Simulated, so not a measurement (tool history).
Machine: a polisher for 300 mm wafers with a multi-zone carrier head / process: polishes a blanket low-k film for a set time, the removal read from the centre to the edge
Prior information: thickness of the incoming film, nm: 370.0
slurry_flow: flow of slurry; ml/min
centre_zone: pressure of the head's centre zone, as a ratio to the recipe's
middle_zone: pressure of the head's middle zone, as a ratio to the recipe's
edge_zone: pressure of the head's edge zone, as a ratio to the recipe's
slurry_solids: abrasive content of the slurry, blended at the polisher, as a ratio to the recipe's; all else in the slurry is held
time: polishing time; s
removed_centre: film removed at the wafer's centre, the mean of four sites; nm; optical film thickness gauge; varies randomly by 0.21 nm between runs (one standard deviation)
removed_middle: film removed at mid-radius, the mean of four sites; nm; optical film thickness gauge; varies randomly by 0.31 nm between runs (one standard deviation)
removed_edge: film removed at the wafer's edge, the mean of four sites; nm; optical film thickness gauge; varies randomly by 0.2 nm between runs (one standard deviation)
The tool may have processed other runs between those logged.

run 1 day=0 | slurry_flow=175 centre_zone=1 middle_zone=1 edge_zone=1 slurry_solids=1 time=45 | removed_centre=18.166 removed_middle=17.693 removed_edge=16.942
run 2 day=0.088 | slurry_flow=150 centre_zone=1 middle_zone=1 edge_zone=1 slurry_solids=1 time=45 | removed_centre=17.278 removed_middle=17.649 removed_edge=17.238
run 3 day=0.146 | slurry_flow=150 centre_zone=1 middle_zone=1 edge_zone=1 slurry_solids=1 time=52 | removed_centre=20.191 removed_middle=19.886 removed_edge=19.836
run 4 day=0.288 | slurry_flow=160 centre_zone=1 middle_zone=1.03 edge_zone=0.99 slurry_solids=1 time=52 | removed_centre=20.75 removed_middle=20.62 removed_edge=19.903
run 5 day=0.404 | slurry_flow=160 centre_zone=1 middle_zone=1.03 edge_zone=0.92 slurry_solids=1 time=52 | removed_centre=20.9 removed_middle=20.71 removed_edge=18.721
run 6 day=0.529 | slurry_flow=160 centre_zone=1.07 middle_zone=1.03 edge_zone=0.92 slurry_solids=1 time=52 | removed_centre=21.949 removed_middle=19.963 removed_edge=18.66
run 7 day=0.562 | slurry_flow=165 centre_zone=1.05 middle_zone=1.06 edge_zone=0.93 slurry_solids=1 time=52 | removed_centre=21.814 removed_middle=21.485 removed_edge=19.102
run 8 day=0.704 | slurry_flow=170 centre_zone=1.05 middle_zone=1.07 edge_zone=0.94 slurry_solids=1 time=52 | removed_centre=21.4 removed_middle=21.263 removed_edge=19.245
run 9 day=0.942 | slurry_flow=175 centre_zone=1.05 middle_zone=1.08 edge_zone=0.94 slurry_solids=1 time=52 | removed_centre=22.479 removed_middle=21.791 removed_edge=19.311

For run 10, what comes out?
run 10 day=1.125 | slurry_flow=175 centre_zone=1.04 middle_zone=1.09 edge_zone=0.94 slurry_solids=1 time=52 | removed_centre=? removed_middle=? removed_edge=?

{"run 10": {"removed_centre": 21.842, "removed_middle": 21.793, "removed_edge": 19.35}}
